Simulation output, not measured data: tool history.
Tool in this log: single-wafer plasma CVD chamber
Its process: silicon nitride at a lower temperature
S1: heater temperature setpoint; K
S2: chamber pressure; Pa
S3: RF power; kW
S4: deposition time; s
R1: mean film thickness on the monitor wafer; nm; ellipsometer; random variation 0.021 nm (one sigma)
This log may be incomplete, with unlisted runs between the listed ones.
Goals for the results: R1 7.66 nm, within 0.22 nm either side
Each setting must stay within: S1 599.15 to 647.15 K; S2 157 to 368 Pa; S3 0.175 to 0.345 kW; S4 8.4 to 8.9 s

{"run": 1, "hour": 0.0, "S1": 623.15, "S2": 263, "S3": 0.26, "S4": 8.9, "R1": 9.1846}
{"run": 2, "hour": 1.5, "S1": 623.15, "S2": 281, "S3": 0.26, "S4": 8.9, "R1": 9.4365}
{"run": 3, "hour": 8.8, "S1": 623.15, "S2": 272, "S3": 0.255, "S4": 8.9, "R1": 9.1576}
{"run": 4, "hour": 12.3, "S1": 623.15, "S2": 264, "S3": 0.25, "S4": 8.9, "R1": 8.8847}
{"run": 5, "hour": 14.4, "S1": 623.15, "S2": 264, "S3": 0.27, "S4": 8.9, "R1": 9.4905}
{"run": 6, "hour": 19.6, "S1": 623.15, "S2": 264, "S3": 0.27, "S4": 8.9, "R1": 9.5165}
{"hour": 21.7, "done": "capacitance manometer re-zeroed and calibrated"}
{"run": 7, "hour": 21.7, "S1": 623.15, "S2": 256, "S3": 0.265, "S4": 8.9, "R1": 9.5333}
{"run": 8, "hour": 22.5, "S1": 623.15, "S2": 256, "S3": 0.26, "S4": 8.9, "R1": 9.3799}
{"run": 9, "hour": 25.8, "S1": 623.15, "S2": 256, "S3": 0.25, "S4": 8.9, "R1": 9.0561}
{"run": 10, "hour": 32.7, "S1": 623.15, "S2": 256, "S3": 0.245, "S4": 8.9, "R1": 8.8377}
{"run": 11, "hour": 39.6, "S1": 623.15, "S2": 256, "S3": 0.24, "S4": 8.9, "R1": 8.7011}

Of the 5 settings listed for the next run, only one would bring every result within its allowed miss of target. Which one?
{"run": "A", "hour": 46.5, "S1": 619.15, "S2": 235, "S3": 0.235, "S4": 8.9, "R1": "?"}
{"run": "B", "hour": 46.5, "S1": 623.15, "S2": 241, "S3": 0.24, "S4": 8.4, "R1": "?"}
{"run": "C", "hour": 46.5, "S1": 625.15, "S2": 265, "S3": 0.22, "S4": 8.5, "R1": "?"}
{"run": "D", "hour": 46.5, "S1": 616.15, "S2": 203, "S3": 0.255, "S4": 8.6, "R1": "?"}
{"run": "E", "hour": 46.5, "S1": 622.15, "S2": 248, "S3": 0.24, "S4": 8.6, "R1": "?"}

move=A R1=8.2127
move=B R1=7.9957
move=C R1=7.6299
move=D R1=8.1213
move=E R1=8.274
A: gains on the last run, yet a result remains outside its allowed miss
B: gains on the last run, yet a result remains outside its allowed miss
C: all results in spec
D: gains on the last run, yet a result remains outside its allowed miss
E: gains on the last run, yet a result remains outside its allowed miss
Correct choice: C, which meets every target
